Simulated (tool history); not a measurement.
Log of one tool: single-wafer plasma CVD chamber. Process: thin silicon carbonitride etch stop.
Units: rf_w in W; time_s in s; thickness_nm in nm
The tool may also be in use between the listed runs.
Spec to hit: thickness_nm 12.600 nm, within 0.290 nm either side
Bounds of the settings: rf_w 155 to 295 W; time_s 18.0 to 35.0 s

{"run": 1, "hour": 0.0, "rf_w": 225, "time_s": 26.5, "thickness_nm": 16.236}
{"run": 2, "hour": 1.6, "rf_w": 215, "time_s": 26.5, "thickness_nm": 15.835}
{"run": 3, "hour": 8.2, "rf_w": 210, "time_s": 26.0, "thickness_nm": 15.43}
{"run": 4, "hour": 14.1, "rf_w": 210, "time_s": 24.6, "thickness_nm": 14.683}
{"run": 5, "hour": 19.8, "rf_w": 225, "time_s": 24.6, "thickness_nm": 14.954}
{"run": 6, "hour": 23.2, "rf_w": 225, "time_s": 27.0, "thickness_nm": 16.47}
{"run": 7, "hour": 28.1, "rf_w": 220, "time_s": 26.3, "thickness_nm": 15.96}
{"run": 8, "hour": 35.1, "rf_w": 215, "time_s": 25.8, "thickness_nm": 15.446}
{"run": 9, "hour": 39.3, "rf_w": 210, "time_s": 25.3, "thickness_nm": 14.932}
{"run": 10, "hour": 42.6, "rf_w": 205, "time_s": 25.0, "thickness_nm": 14.703}

Of the 4 settings listed for the next run, only one would bring every result within its allowed miss of target. Which one?
{"run": "A", "hour": 45.9, "rf_w": 190, "time_s": 23.9, "thickness_nm": "?"}
{"run": "B", "hour": 45.9, "rf_w": 220, "time_s": 21.9, "thickness_nm": "?"}
{"run": "C", "hour": 45.9, "rf_w": 190, "time_s": 22.1, "thickness_nm": "?"}
{"run": "D", "hour": 45.9, "rf_w": 195, "time_s": 22.9, "thickness_nm": "?"}

move=A thickness_nm=13.657
move=B thickness_nm=13.255
move=C thickness_nm=12.628
move=D thickness_nm=13.222
A: moves toward the targets from the last run without getting all of them in spec
B: moves toward the targets from the last run without getting all of them in spec
C: hits every target within its allowed miss
D: moves toward the targets from the last run without getting all of them in spec
The move that meets every target is C.
